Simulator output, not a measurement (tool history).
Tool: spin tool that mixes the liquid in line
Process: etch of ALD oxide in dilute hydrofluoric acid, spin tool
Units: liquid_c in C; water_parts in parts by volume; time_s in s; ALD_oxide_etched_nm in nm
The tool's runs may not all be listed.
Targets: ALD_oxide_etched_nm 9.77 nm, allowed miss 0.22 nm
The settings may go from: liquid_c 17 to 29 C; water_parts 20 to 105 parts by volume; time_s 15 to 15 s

run  hour  liquid_c  water_parts  time_s  ALD_oxide_etched_nm
  1     0        21           55      15                4.938
  2   0.6        21           55      15               4.8776
  3   1.7        21           55      15               4.9381
  4   6.3        22           50      15               5.6502
  5  12.9        22           70      15               3.9537
  6  21.9        22           80      15                3.456
  7  29.4        23           75      15               3.8374
  8  33.5        23           75      15               3.8376
  9  34.8        24           70      15               4.2874
 10    42      24.5           65      15               4.7218
 11  44.5        25           60      15               5.3018
 12  49.8      25.5           55      15                5.927
 13    55        26           50      15               6.7576
 14  62.3      26.5           50      15                6.863
 15  67.1        27           50      15               7.0223
 16  71.7      27.5           50      15               7.0566
 17  74.4        29           35      15               11.017
 18  77.1      28.5           35      15               10.851
 19  80.3        28           35      15               10.501
 20  88.8        27           35      15                10.17

4 next moves are on the table. One of them brings every result within its allowed miss. Which?
  A  97.3        25           35      15                    ?
  B  97.3        26           35      15                    ?
  C  97.3        25           30      15                    ?
  D  97.3      28.5           40      15                    ?

move  ALD_oxide_etched_nm
   A               9.4023
   B               9.7977
   C               11.045
   D               9.4189
A: takes the result that was furthest off past its target
B: meets every target
C: further off than the last run
D: takes the result that was furthest off past its target
The right move is B.
